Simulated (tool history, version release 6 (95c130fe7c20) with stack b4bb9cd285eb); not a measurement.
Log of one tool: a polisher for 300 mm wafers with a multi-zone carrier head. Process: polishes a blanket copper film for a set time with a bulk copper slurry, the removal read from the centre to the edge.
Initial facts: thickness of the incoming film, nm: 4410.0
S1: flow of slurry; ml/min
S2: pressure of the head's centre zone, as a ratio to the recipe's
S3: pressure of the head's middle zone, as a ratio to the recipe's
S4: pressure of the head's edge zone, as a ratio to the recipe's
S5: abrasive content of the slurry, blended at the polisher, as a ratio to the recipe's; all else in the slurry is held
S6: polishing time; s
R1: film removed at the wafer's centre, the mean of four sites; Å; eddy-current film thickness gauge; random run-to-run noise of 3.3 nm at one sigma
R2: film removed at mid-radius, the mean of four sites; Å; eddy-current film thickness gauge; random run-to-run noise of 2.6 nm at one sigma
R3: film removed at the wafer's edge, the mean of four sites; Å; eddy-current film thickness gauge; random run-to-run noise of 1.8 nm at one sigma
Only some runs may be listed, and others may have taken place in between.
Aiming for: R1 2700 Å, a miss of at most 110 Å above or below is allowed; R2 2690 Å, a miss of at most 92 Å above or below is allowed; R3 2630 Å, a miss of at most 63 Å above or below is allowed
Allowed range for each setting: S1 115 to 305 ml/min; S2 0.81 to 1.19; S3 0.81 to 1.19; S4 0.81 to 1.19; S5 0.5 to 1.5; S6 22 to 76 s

Run 1, hour 0: S1 195 ml/min, S2 1, S3 1, S4 1, S5 1, S6 49 s. Result: R1 3739.2 Å, R2 3891 Å, R3 3806.6 Å.
Run 2, hour 1.1: S1 195 ml/min, S2 1, S3 1, S4 0.96, S5 1, S6 49 s. Result: R1 3805.5 Å, R2 3916.4 Å, R3 3727.6 Å.
Run 3, hour 7: S1 185 ml/min, S2 0.98, S3 0.97, S4 0.93, S5 0.85, S6 46 s. Result: R1 3363.6 Å, R2 3425.4 Å, R3 3307.1 Å.
Run 4, hour 9.3: S1 185 ml/min, S2 0.98, S3 0.97, S4 0.93, S5 0.75, S6 46 s. Result: R1 3292.7 Å, R2 3247.6 Å, R3 3246.6 Å.
Run 5, hour 15.3: S1 175 ml/min, S2 0.96, S3 0.97, S4 0.9, S5 0.65, S6 45 s. Result: R1 3021.8 Å, R2 3139.3 Å, R3 3028.6 Å.
At hour 19.2: slurry nozzle cleaned.
Run 6, hour 19.2: S1 125 ml/min, S2 0.96, S3 0.97, S4 0.9, S5 0.65, S6 45 s. Result: R1 2989.8 Å, R2 3006 Å, R3 3026.6 Å.
Run 7, hour 26: S1 135 ml/min, S2 0.96, S3 0.96, S4 0.88, S5 0.6, S6 44 s. Result: R1 2914.2 Å, R2 2991.6 Å, R3 2920.9 Å.
Run 8, hour 30.6: S1 140 ml/min, S2 0.96, S3 0.95, S4 0.87, S5 0.55, S6 43 s. Result: R1 2820.3 Å, R2 2907.2 Å, R3 2786.5 Å.
Run 9, hour 34.5: S1 135 ml/min, S2 0.96, S3 0.93, S4 0.86, S5 0.55, S6 43 s. Result: R1 2829.8 Å, R2 2789.9 Å, R3 2750 Å.
Run 10, hour 42.2: S1 135 ml/min, S2 0.95, S3 0.92, S4 0.85, S5 0.55, S6 43 s. Result: R1 2690.9 Å, R2 2745.4 Å, R3 2741.3 Å.

Of the 5 settings listed for the next run, only one would bring every result within its allowed miss of target. Which one?
Run A, hour 49.9: S1 115 ml/min, S2 0.88, S3 0.87, S4 0.91, S5 0.55, S6 41 s. Result: R1 ?, R2 ?, R3 ?.
Run B, hour 49.9: S1 170 ml/min, S2 0.83, S3 0.83, S4 0.99, S5 0.5, S6 41 s. Result: R1 ?, R2 ?, R3 ?.
Run C, hour 49.9: S1 120 ml/min, S2 0.82, S3 0.84, S4 0.86, S5 0.6, S6 43 s. Result: R1 ?, R2 ?, R3 ?.
Run D, hour 49.9: S1 220 ml/min, S2 0.93, S3 0.92, S4 0.84, S5 0.5, S6 40 s. Result: R1 ?, R2 ?, R3 ?.
Run E, hour 49.9: S1 140 ml/min, S2 0.84, S3 0.95, S4 0.87, S5 0.6, S6 40 s. Result: R1 ?, R2 ?, R3 ?.

move      R1      R2      R3
   A  2387.2  2388.3  2634.5
   B  2409.7    2418  2814.7
   C    2418  2496.5  2765.5
   D  2701.4  2659.8  2636.6
   E  2374.6  2646.2  2633.4
A: puts the biggest miss on target and leaves a different result outside tolerance
B: lands further from the targets than the last run did
C: lands further from the targets than the last run did
D: each result inside its tolerance
E: puts the biggest miss on target and leaves a different result outside tolerance
The move that meets every target is D.
